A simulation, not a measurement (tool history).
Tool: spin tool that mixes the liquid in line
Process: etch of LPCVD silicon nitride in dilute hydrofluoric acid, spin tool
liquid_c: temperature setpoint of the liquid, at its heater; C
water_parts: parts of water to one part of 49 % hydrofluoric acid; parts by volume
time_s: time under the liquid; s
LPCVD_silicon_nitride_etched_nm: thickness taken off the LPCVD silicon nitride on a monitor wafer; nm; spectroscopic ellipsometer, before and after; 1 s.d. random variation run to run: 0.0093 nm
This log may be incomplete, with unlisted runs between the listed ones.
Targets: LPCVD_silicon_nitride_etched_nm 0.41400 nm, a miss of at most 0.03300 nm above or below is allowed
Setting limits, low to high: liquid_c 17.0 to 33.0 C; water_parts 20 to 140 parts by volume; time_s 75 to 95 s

| run | hour | liquid_c | water_parts | time_s | LPCVD_silicon_nitride_etched_nm |
|---|---|---|---|---|---|
| 1 | 0.0 | 25.0 | 75 | 95 | 0.71197 |
| 2 | 4.5 | 25.0 | 75 | 75 | 0.58604 |
| 3 | 9.5 | 23.5 | 75 | 75 | 0.50469 |
| 4 | 14.7 | 23.5 | 50 | 75 | 0.77785 |
| 5 | 17.4 | 23.5 | 50 | 75 | 0.77419 |
| 6 | 25.3 | 23.5 | 75 | 75 | 0.51570 |
|  | 34.0 | hydrofluoric acid flow meter replaced |
| 7 | 34.0 | 23.0 | 75 | 75 | 0.52468 |
| 8 | 39.5 | 22.0 | 75 | 75 | 0.47645 |

Next run, 5 choices. One meets every target within its allowed miss, the rest don't. Which?
| A | 45.0 | 20.5 | 75 | 90 | ? |
| B | 45.0 | 23.0 | 75 | 75 | ? |
| C | 45.0 | 21.5 | 80 | 90 | ? |
| D | 45.0 | 21.5 | 75 | 80 | ? |
| E | 45.0 | 19.5 | 80 | 80 | ? |

| move | LPCVD_silicon_nitride_etched_nm |
|---|---|
| A | 0.53928 |
| B | 0.53245 |
| C | 0.54200 |
| D | 0.51321 |
| E | 0.42022 |
A: further off than the last run
B: further off than the last run
C: further off than the last run
D: further off than the last run
E: hits every target within its allowed miss
Correct choice: E, which meets every target
